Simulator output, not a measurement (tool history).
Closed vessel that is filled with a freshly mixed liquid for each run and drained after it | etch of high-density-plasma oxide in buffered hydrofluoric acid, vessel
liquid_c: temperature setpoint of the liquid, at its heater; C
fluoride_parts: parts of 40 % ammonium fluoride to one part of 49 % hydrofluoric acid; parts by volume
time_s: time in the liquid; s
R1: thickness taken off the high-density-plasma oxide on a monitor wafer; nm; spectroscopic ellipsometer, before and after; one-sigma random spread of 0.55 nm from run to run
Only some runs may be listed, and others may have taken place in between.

Run 1, hour 0.0: liquid_c 20.0 C, fluoride_parts 8.5 parts by volume, time_s 100 s. Result: R1 139.37 nm.
Run 2, hour 8.2: liquid_c 21.0 C, fluoride_parts 8.5 parts by volume, time_s 100 s. Result: R1 147.80 nm.
Run 3, hour 9.1: liquid_c 20.5 C, fluoride_parts 8.5 parts by volume, time_s 100 s. Result: R1 143.05 nm.
Run 4, hour 13.3: liquid_c 20.5 C, fluoride_parts 8.5 parts by volume, time_s 100 s. Result: R1 143.15 nm.
Run 5, hour 20.7: liquid_c 20.5 C, fluoride_parts 8.5 parts by volume, time_s 100 s. Result: R1 144.14 nm.
Run 6, hour 21.9: liquid_c 20.5 C, fluoride_parts 9.5 parts by volume, time_s 100 s. Result: R1 126.98 nm.

Estimate the outcome of run 7 from the log above:
At hour 23.7: hydrofluoric acid flow meter replaced.
Run 7, hour 23.7: liquid_c 20.0 C, fluoride_parts 9.5 parts by volume, time_s 100 s. Result: R1 ?.

Run 7 came out at R1 115.88 nm.
